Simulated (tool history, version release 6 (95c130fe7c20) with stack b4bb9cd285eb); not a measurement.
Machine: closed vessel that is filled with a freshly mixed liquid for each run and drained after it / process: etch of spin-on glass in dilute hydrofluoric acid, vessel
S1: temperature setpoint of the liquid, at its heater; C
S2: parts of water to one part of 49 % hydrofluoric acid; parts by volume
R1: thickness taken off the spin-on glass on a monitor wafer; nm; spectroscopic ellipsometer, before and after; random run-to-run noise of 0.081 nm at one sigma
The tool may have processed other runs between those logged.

run 1 hour=0.0 | S1=24.0 S2=125 time_in_the_liquid_(s)=30 | R1=11.167
run 2 hour=3.6 | S1=25.5 S2=125 time_in_the_liquid_(s)=30 | R1=11.888
run 3 hour=9.0 | S1=25.5 S2=125 time_in_the_liquid_(s)=30 | R1=11.949
run 4 hour=16.4 | S1=26.0 S2=120 time_in_the_liquid_(s)=30 | R1=12.702
run 5 hour=22.3 | S1=23.5 S2=120 time_in_the_liquid_(s)=30 | R1=11.484
run 6 hour=26.3 | S1=24.5 S2=115 time_in_the_liquid_(s)=30 | R1=12.663
run 7 hour=33.2 | S1=25.5 S2=115 time_in_the_liquid_(s)=30 | R1=13.072
run 8 hour=41.4 | S1=26.0 S2=110 time_in_the_liquid_(s)=30 | R1=13.967
run 9 hour=45.3 | S1=26.5 S2=110 time_in_the_liquid_(s)=30 | R1=14.432
run 10 hour=49.2 | S1=27.0 S2=110 time_in_the_liquid_(s)=30 | R1=14.492
run 11 hour=57.7 | S1=27.5 S2=110 time_in_the_liquid_(s)=30 | R1=14.755
run 12 hour=61.2 | S1=28.0 S2=110 time_in_the_liquid_(s)=30 | R1=15.114
run 13 hour=68.0 | S1=28.5 S2=110 time_in_the_liquid_(s)=30 | R1=15.474
run 14 hour=76.4 | S1=29.0 S2=110 time_in_the_liquid_(s)=30 | R1=15.776
run 15 hour=82.4 | S1=29.5 S2=110 time_in_the_liquid_(s)=30 | R1=15.977
run 16 hour=83.6 | S1=29.5 S2=110 time_in_the_liquid_(s)=30 | R1=16.083
run 17 hour=88.8 | S1=30.0 S2=110 time_in_the_liquid_(s)=30 | R1=16.341
run 18 hour=90.3 | S1=30.0 S2=110 time_in_the_liquid_(s)=30 | R1=16.232

Expected results for the next run?
run 19 hour=92.3 | S1=31.0 S2=100 time_in_the_liquid_(s)=30 | R1=?

R1: 18.881 nm
